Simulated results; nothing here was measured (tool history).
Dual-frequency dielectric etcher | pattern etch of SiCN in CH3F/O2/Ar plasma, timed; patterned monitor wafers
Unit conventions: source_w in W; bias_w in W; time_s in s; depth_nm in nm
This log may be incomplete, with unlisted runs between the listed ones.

run	day	source_w	bias_w	time_s	depth_nm
1	0	330	65	112	33.138
2	0.271	330	65	117	34.515
3	0.325	340	66	117	35.138
4	0.392	350	67	117	35.663
5	0.65	350	67	117	35.866
6	0.938	350	67	117	35.821
7	1.188	360	67	117	35.991

Run 8 is up next; what results do you expect?
8	1.279	370	68	117	?

Logged for run 8: depth_nm 36.626 nm.
